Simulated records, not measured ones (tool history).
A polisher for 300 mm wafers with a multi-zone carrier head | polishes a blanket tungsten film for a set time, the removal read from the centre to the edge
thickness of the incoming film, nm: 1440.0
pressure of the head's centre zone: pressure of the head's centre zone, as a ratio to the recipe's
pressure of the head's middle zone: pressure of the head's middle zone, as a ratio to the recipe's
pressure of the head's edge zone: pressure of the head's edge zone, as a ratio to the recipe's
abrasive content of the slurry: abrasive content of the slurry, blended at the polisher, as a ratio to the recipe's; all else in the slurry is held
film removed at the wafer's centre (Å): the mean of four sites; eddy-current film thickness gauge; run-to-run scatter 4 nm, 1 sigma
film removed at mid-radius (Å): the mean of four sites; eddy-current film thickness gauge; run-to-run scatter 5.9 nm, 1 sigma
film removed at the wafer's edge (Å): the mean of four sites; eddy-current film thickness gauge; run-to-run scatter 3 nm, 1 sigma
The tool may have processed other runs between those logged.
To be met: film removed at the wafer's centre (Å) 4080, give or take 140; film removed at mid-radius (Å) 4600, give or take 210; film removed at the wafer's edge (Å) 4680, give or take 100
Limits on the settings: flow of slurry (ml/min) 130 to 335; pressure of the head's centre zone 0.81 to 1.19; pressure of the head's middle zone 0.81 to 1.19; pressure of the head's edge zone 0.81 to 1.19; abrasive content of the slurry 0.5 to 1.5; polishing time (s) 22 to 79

| run | hour | flow of slurry (ml/min) | pressure of the head's centre zone | pressure of the head's middle zone | pressure of the head's edge zone | abrasive content of the slurry | polishing time (s) | film removed at the wafer's centre (Å) | film removed at mid-radius (Å) | film removed at the wafer's edge (Å) |
|---|---|---|---|---|---|---|---|---|---|---|
| 1 | 0 | 215 | 1 | 1 | 1 | 1 | 50 | 3138.3 | 3231.3 | 3250.8 |
| 2 | 3.9 | 215 | 1 | 1 | 1 | 1 | 59 | 3705.4 | 3774.4 | 3768.8 |
| 3 | 6.6 | 220 | 0.99 | 1.01 | 1.03 | 1.05 | 59 | 3788.5 | 3736.4 | 3895 |
| 4 | 13.8 | 220 | 0.95 | 1.01 | 1.03 | 1.05 | 59 | 3555.9 | 3771.6 | 3913.2 |
| 5 | 14.6 | 220 | 0.95 | 1.01 | 1.03 | 0.95 | 59 | 3540.1 | 3701.9 | 3809.8 |
| 6 | 18 | 220 | 0.95 | 0.94 | 1.03 | 0.95 | 59 | 3473.3 | 3547.3 | 3761.1 |
| 7 | 26.1 | 225 | 0.95 | 0.97 | 1.03 | 1 | 59 | 3518.1 | 3754.9 | 3888.1 |
| 8 | 34.3 | 225 | 0.95 | 0.97 | 1.03 | 1 | 59 | 3480.4 | 3713.4 | 3886.7 |
| 9 | 35.3 | 235 | 0.95 | 0.99 | 1.04 | 1.05 | 59 | 3551.3 | 3789.6 | 3909.7 |
| 10 | 41.9 | 240 | 0.95 | 1 | 1.05 | 1.1 | 59 | 3571.1 | 3798.1 | 3947.8 |
| 11 | 44.8 | 240 | 0.95 | 1.01 | 1.05 | 1.15 | 60 | 3725.3 | 4032.3 | 4128 |
| 12 | 50.9 | 240 | 0.95 | 1.02 | 1.06 | 1.2 | 60 | 3769.7 | 4027.9 | 4146 |

4 next moves are on the table. One of them brings every result within its allowed miss. Which?
| A | 57 | 200 | 0.87 | 0.96 | 0.92 | 1.2 | 72 | ? | ? | ? |
| B | 57 | 335 | 0.95 | 1.19 | 0.87 | 1.3 | 53 | ? | ? | ? |
| C | 57 | 240 | 1.09 | 1.09 | 0.98 | 1.2 | 54 | ? | ? | ? |
| D | 57 | 270 | 0.94 | 1.11 | 0.94 | 1.3 | 59 | ? | ? | ? |

| move | film removed at the wafer's centre (Å) | film removed at mid-radius (Å) | film removed at the wafer's edge (Å) |
|---|---|---|---|
| A | 4133.5 | 4584.2 | 4749.8 |
| B | 3549.5 | 4116.5 | 3595.2 |
| C | 3957.8 | 3779.4 | 3680.6 |
| D | 3839.3 | 4305.7 | 4067.1 |
A: every result lands within tolerance
B: moves away from the targets compared with the last run
C: moves away from the targets compared with the last run
D: moves away from the targets compared with the last run
Correct choice: A, which meets every target
